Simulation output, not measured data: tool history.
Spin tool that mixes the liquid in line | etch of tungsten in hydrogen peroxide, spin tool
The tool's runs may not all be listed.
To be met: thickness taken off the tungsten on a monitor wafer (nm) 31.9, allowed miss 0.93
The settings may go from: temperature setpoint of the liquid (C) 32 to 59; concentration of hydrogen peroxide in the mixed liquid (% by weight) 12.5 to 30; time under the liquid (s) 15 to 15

run	hour	temperature setpoint of the liquid (C)	concentration of hydrogen peroxide in the mixed liquid (% by weight)	time under the liquid (s)	thickness taken off the tungsten on a monitor wafer (nm)
1	0	43	23.5	15	15.839
2	6.2	46.5	23.5	15	19.788
3	12.6	46.5	25.5	15	20.73
4	13.8	46.5	25.5	15	20.686
5	18.9	47.5	25.5	15	21.939
6	25.2	47.5	22.5	15	20.736
7	30.2	48.5	22.5	15	22.126
8	31.1	49.5	22.5	15	23.311
9	39.2	50.5	22.5	15	24.766
10	42.4	51	22.5	15	25.639
11	49.3	51.5	22.5	15	26.338

4 next moves are on the table. One of them brings every result within its allowed miss. Which?
A	56.2	53.5	30	15	?
B	56.2	54	24	15	?
C	56.2	54	27.5	15	?
D	56.2	55	24.5	15	?

move	thickness taken off the tungsten on a monitor wafer (nm)
A	34.532
B	31.823
C	34.064
D	34.122
A: takes the result that was furthest off past its target
B: meets every target
C: takes the result that was furthest off past its target
D: takes the result that was furthest off past its target
The right move is B.
